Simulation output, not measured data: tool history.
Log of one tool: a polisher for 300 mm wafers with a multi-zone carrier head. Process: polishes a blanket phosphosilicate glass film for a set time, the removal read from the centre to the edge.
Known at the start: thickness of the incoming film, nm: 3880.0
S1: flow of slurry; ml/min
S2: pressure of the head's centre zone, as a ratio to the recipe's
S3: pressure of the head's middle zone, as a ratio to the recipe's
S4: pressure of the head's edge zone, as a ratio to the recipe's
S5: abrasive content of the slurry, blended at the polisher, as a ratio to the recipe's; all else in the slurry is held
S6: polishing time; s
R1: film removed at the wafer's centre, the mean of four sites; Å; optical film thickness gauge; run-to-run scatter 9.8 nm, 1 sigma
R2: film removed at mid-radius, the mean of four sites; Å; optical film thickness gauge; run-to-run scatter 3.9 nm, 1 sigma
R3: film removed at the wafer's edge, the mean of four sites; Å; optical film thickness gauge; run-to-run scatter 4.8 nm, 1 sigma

run  hour   S1    S2    S3    S4   S5  S6      R1      R2      R3
  1   0.0  130  1.00  1.00  1.00  1.0  41  4955.9  4643.1  4805.0
  2   2.3  140  1.02  1.02  1.04  1.1  41  5367.0  4999.7  5160.2
  3   7.5  140  1.09  1.02  1.04  1.1  41  5647.2  5013.2  5150.2
  4   9.1  140  1.09  1.02  1.04  1.1  45  6270.7  5482.2  5632.8
  5  10.2  140  1.16  1.02  1.04  1.1  45  6784.0  5499.2  5604.3
  6  16.5  150  1.14  1.04  1.08  1.1  45  6759.2  5631.0  5789.6
  7  17.8  185  1.05  1.12  1.18  1.2  45  6696.7  6361.1  6308.2
  8  22.6  185  1.05  1.11  1.18  1.2  45  6542.7  6336.1  6332.3

Run 9 is up next; what results do you expect?
  9  30.8  185  1.05  1.10  1.18  1.2  45   ?   ?   ?

Run 9 measured R1 6573.6 Å, R2 6247.0 Å, R3 6241.1 Å.

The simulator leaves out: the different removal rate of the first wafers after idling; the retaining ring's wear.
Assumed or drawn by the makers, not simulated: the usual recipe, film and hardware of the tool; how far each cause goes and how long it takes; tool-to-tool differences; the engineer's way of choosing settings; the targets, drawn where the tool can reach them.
